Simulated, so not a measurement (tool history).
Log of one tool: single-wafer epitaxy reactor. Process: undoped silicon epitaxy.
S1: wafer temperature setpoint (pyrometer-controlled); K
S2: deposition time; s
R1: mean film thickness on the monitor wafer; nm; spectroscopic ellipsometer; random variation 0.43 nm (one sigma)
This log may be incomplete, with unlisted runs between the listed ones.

run,day,S1,S2,R1
1,0,938.15,349,81.556
2,0.158,938.15,303,71.116
3,0.479,938.15,320,75.046
4,0.65,946.15,320,91.176
5,0.833,946.15,290,82.494
6,1.142,949.15,310,94.342
7,1.379,952.15,326,106.92

What will run 8 give?
8,1.575,954.15,338,?

{"run 8": {"R1": 115.65}}
